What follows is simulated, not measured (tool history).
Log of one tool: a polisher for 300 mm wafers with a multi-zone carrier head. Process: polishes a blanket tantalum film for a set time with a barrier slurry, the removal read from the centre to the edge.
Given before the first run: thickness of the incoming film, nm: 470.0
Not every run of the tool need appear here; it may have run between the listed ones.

run    day  flow of slurry (ml/min)  pressure of the head's centre zone  pressure of the head's middle zone  pressure of the head's edge zone  abrasive content of the slurry  polishing time (s)  film removed at the wafer's centre (nm)  film removed at mid-radius (nm)  film removed at the wafer's edge (nm)
  1  0.000                      300                                1.00                                1.00                              1.00                            1.00                  87                                   150.94                           143.64                                 149.84
  2  0.333                      300                                1.00                                1.00                              1.00                            1.10                  87                                   155.59                           155.32                                 151.42
  3  0.625                      300                                1.00                                1.00                              1.05                            1.10                  87                                   157.32                           153.46                                 154.37
  4  0.833                      300                                1.00                                0.96                              1.05                            1.10                  87                                   155.71                           146.26                                 154.80
  5  1.117                      300                                1.00                                1.00                              1.05                            1.10                  87                                   157.75                           153.27                                 156.07
  6  1.146                      300                                1.00                                1.00                              1.05                            1.20                  87                                   160.23                           155.77                                 163.11
  7  1.275                      295                                1.00                                0.96                              1.04                            1.05                  86                                   147.99                           147.96                                 150.12
  8  1.450                      340                                1.04                                0.94                              1.05                            0.90                  84                                   147.18                           134.32                                 141.79

Expected results for the next run?
  9  1.683                      345                                1.06                                0.92                              1.02                            0.80                  84                                        ?                                ?                                      ?

film removed at the wafer's centre (nm): 145.62
film removed at mid-radius (nm): 127.33
film removed at the wafer's edge (nm): 133.68
